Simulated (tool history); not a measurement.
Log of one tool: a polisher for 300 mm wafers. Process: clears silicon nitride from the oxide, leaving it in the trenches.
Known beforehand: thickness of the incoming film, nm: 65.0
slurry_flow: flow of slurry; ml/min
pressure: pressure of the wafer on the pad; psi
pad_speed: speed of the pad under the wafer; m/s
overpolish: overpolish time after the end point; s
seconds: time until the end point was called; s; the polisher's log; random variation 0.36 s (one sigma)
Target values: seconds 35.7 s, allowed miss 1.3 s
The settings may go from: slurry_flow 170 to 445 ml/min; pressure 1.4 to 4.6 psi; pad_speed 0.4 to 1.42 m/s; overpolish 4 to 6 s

run  hour  slurry_flow  pressure  pad_speed  overpolish  seconds
  1     0          285         3        0.9           6   73.132
  2   7.3          285       2.5        0.9           6   86.798
  3   9.1          285       2.5       0.76           6   101.55
  4  15.2          285       2.5       0.76           4   102.39
  5  18.2          285       2.5        0.9           4   87.329
  6  24.3          225       2.5        0.9           4   90.964
  7  32.9          230       2.7       0.92           4   80.725
  8  33.5          230       2.9       0.94           4   74.443
  9  34.8          240       3.7       1.16           4   48.637
 10  38.4          240       3.8       1.16           4   46.919
 11  40.2          240       3.9       1.16           4   46.211
 12  48.7          240         4       1.16           4   44.925
 13  54.4          240       4.1       1.16           4   43.878
     59.5  -- worn pad replaced by a new one
 14  59.5          240       4.2       1.16           4   39.442
 15  68.3          240       4.3       1.16           4   37.898
 16  74.2          240       4.4       1.16           4   37.402

5 next moves are on the table. One of them brings every result within its allowed miss. Which?
  A  80.1          300         4        1.1           6        ?
  B  80.1          245       4.3       1.12           4        ?
  C  80.1          170       3.5        1.4           4        ?
  D  80.1          225       4.2        1.2           4        ?
  E  80.1          195       4.6       1.18           6        ?

move  seconds
   A   41.925
   B   39.349
   C   40.599
   D   38.027
   E   36.239
A: its largest miss is bigger than the last run's
B: its largest miss is bigger than the last run's
C: its largest miss is bigger than the last run's
D: its largest miss is bigger than the last run's
E: hits every target within its allowed miss
The move that meets every target is E.
